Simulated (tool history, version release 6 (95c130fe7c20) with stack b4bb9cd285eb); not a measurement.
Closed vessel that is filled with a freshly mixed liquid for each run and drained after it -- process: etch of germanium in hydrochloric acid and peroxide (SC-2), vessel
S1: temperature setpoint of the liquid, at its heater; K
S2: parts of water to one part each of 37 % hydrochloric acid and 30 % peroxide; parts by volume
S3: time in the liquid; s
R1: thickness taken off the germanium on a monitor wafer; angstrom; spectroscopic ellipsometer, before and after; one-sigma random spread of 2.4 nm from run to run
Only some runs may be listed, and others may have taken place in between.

Run 1, hour 0.0: S1 321.15 K, S2 10 parts by volume, S3 95 s. Result: R1 2043.1 angstrom.
Run 2, hour 5.8: S1 322.15 K, S2 10 parts by volume, S3 95 s. Result: R1 2121.5 angstrom.
Run 3, hour 10.8: S1 323.15 K, S2 10 parts by volume, S3 95 s. Result: R1 2194.0 angstrom.
Run 4, hour 16.5: S1 324.15 K, S2 10 parts by volume, S3 95 s. Result: R1 2266.6 angstrom.
Run 5, hour 24.3: S1 324.65 K, S2 10 parts by volume, S3 95 s. Result: R1 2271.8 angstrom.
Run 6, hour 27.3: S1 325.15 K, S2 10 parts by volume, S3 95 s. Result: R1 2327.2 angstrom.

What will run 7 give?
Run 7, hour 35.2: S1 325.65 K, S2 10 parts by volume, S3 95 s. Result: R1 ?.

Run 7 came out at R1 2370.1 angstrom.
